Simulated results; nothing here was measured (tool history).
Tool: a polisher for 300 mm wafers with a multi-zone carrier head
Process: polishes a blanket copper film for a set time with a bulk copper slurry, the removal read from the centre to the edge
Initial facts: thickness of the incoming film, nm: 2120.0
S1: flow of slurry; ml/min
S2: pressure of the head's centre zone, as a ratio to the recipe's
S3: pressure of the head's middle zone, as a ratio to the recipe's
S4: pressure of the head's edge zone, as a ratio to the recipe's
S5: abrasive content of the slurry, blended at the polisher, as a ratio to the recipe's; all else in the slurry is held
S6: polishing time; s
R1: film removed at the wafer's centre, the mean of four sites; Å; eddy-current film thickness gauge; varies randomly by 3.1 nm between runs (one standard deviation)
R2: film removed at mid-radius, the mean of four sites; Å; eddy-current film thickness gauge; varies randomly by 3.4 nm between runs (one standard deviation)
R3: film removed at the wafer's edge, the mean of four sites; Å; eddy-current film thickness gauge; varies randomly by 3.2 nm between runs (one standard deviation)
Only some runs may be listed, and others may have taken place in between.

Run 1, day 0.000: S1 155 ml/min, S2 1.00, S3 1.00, S4 1.00, S5 1.00, S6 61 s. Result: R1 6481.9 Å, R2 6078.3 Å, R3 6373.3 Å.
Run 2, day 0.108: S1 155 ml/min, S2 1.00, S3 1.00, S4 1.00, S5 1.00, S6 66 s. Result: R1 6972.0 Å, R2 6573.8 Å, R3 6738.7 Å.
Run 3, day 0.358: S1 155 ml/min, S2 1.00, S3 0.97, S4 1.00, S5 1.00, S6 66 s. Result: R1 6953.3 Å, R2 6649.4 Å, R3 6750.6 Å.
Run 4, day 0.383: S1 155 ml/min, S2 1.00, S3 0.91, S4 1.00, S5 1.00, S6 66 s. Result: R1 6992.0 Å, R2 6460.1 Å, R3 6894.1 Å.
Run 5, day 0.442: S1 145 ml/min, S2 1.03, S3 0.91, S4 0.97, S5 0.85, S6 55 s. Result: R1 5776.1 Å, R2 5158.3 Å, R3 5486.7 Å.
Run 6, day 0.712: S1 180 ml/min, S2 1.03, S3 0.91, S4 0.97, S5 0.85, S6 55 s. Result: R1 5926.4 Å, R2 5286.2 Å, R3 5476.0 Å.
Run 7, day 1.004: S1 165 ml/min, S2 1.05, S3 0.88, S4 0.96, S5 0.75, S6 47 s. Result: R1 4966.7 Å, R2 4331.1 Å, R3 4565.5 Å.
Run 8, day 1.158: S1 160 ml/min, S2 1.07, S3 0.86, S4 0.97, S5 0.70, S6 42 s. Result: R1 4428.4 Å, R2 3774.9 Å, R3 4032.6 Å.
Run 9, day 1.421: S1 160 ml/min, S2 1.07, S3 0.86, S4 0.97, S5 0.70, S6 42 s. Result: R1 4395.8 Å, R2 3716.8 Å, R3 4031.2 Å.
Run 10, day 1.792: S1 155 ml/min, S2 1.09, S3 0.86, S4 0.98, S5 0.65, S6 39 s. Result: R1 4148.5 Å, R2 3363.6 Å, R3 3734.6 Å.
Run 11, day 2.046: S1 150 ml/min, S2 1.10, S3 0.86, S4 0.97, S5 0.60, S6 38 s. Result: R1 3999.1 Å, R2 3256.2 Å, R3 3508.7 Å.
Run 12, day 2.288: S1 140 ml/min, S2 1.10, S3 0.85, S4 0.97, S5 0.55, S6 38 s. Result: R1 3922.2 Å, R2 3138.4 Å, R3 3478.3 Å.
Run 13, day 2.608: S1 135 ml/min, S2 1.10, S3 0.84, S4 0.96, S5 0.55, S6 37 s. Result: R1 3808.6 Å, R2 3120.7 Å, R3 3305.6 Å.

Estimate the outcome of run 14 from the log above:
Run 14, day 2.967: S1 130 ml/min, S2 1.10, S3 0.83, S4 0.97, S5 0.55, S6 37 s. Result: R1 ?, R2 ?, R3 ?.

R1: 3739.9 Å
R2: 3062.2 Å
R3: 3321.0 Å
